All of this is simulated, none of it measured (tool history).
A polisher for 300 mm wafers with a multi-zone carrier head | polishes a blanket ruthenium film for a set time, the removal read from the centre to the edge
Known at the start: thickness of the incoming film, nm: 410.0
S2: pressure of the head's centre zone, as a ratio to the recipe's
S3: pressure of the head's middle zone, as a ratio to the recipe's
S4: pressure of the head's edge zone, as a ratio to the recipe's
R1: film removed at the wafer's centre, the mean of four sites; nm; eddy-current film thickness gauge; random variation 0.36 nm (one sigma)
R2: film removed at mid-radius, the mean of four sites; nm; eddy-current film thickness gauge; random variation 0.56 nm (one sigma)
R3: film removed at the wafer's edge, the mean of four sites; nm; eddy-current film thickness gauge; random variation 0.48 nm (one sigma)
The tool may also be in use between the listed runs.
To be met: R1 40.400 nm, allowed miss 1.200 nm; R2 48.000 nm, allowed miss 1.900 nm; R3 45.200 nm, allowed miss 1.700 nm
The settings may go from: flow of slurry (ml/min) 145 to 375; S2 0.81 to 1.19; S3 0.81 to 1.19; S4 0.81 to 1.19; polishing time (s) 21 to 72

Run 1, day 0.000: flow of slurry (ml/min) 240, S2 1.00, S3 1.00, S4 1.00, polishing time (s) 46. Result: R1 48.723 nm, R2 48.129 nm, R3 48.772 nm.
Run 2, day 0.208: flow of slurry (ml/min) 240, S2 1.00, S3 0.95, S4 1.00, polishing time (s) 46. Result: R1 49.425 nm, R2 46.033 nm, R3 48.489 nm.
Run 3, day 0.262: flow of slurry (ml/min) 240, S2 0.97, S3 0.95, S4 1.00, polishing time (s) 46. Result: R1 47.650 nm, R2 47.471 nm, R3 47.634 nm.
Run 4, day 0.396: flow of slurry (ml/min) 240, S2 0.97, S3 0.87, S4 1.00, polishing time (s) 46. Result: R1 46.896 nm, R2 43.119 nm, R3 48.146 nm.
Run 5, day 0.658: flow of slurry (ml/min) 230, S2 0.93, S3 0.90, S4 0.99, polishing time (s) 46. Result: R1 45.133 nm, R2 43.898 nm, R3 48.640 nm.
Run 6, day 1.008: flow of slurry (ml/min) 230, S2 0.93, S3 0.90, S4 0.94, polishing time (s) 46. Result: R1 45.168 nm, R2 43.276 nm, R3 46.848 nm.
Run 7, day 1.054: flow of slurry (ml/min) 235, S2 0.90, S3 0.94, S4 0.92, polishing time (s) 46. Result: R1 43.411 nm, R2 47.162 nm, R3 46.990 nm.
Run 8, day 1.321: flow of slurry (ml/min) 235, S2 0.89, S3 0.95, S4 0.90, polishing time (s) 46. Result: R1 43.564 nm, R2 47.394 nm, R3 45.652 nm.
Run 9, day 1.558: flow of slurry (ml/min) 200, S2 0.82, S3 0.99, S4 0.92, polishing time (s) 46. Result: R1 38.645 nm, R2 47.022 nm, R3 45.361 nm.

4 next moves are on the table. One of them brings every result within its allowed miss. Which?
Run A, day 1.796: flow of slurry (ml/min) 175, S2 0.81, S3 0.97, S4 0.98, polishing time (s) 46. Result: R1 ?, R2 ?, R3 ?.
Run B, day 1.796: flow of slurry (ml/min) 215, S2 0.90, S3 1.06, S4 0.88, polishing time (s) 42. Result: R1 ?, R2 ?, R3 ?.
Run C, day 1.796: flow of slurry (ml/min) 190, S2 0.81, S3 0.96, S4 0.94, polishing time (s) 44. Result: R1 ?, R2 ?, R3 ?.
Run D, day 1.796: flow of slurry (ml/min) 255, S2 0.83, S3 0.98, S4 0.90, polishing time (s) 45. Result: R1 ?, R2 ?, R3 ?.

move      R1      R2      R3
   A  37.502  44.981  46.440
   B  39.449  45.646  41.215
   C  36.401  43.217  43.982
   D  39.865  46.763  45.386
A: further off than the last run
B: brings the result that was furthest off to its target, and leaves another outside
C: further off than the last run
D: meets every target
Move D is the one to make.

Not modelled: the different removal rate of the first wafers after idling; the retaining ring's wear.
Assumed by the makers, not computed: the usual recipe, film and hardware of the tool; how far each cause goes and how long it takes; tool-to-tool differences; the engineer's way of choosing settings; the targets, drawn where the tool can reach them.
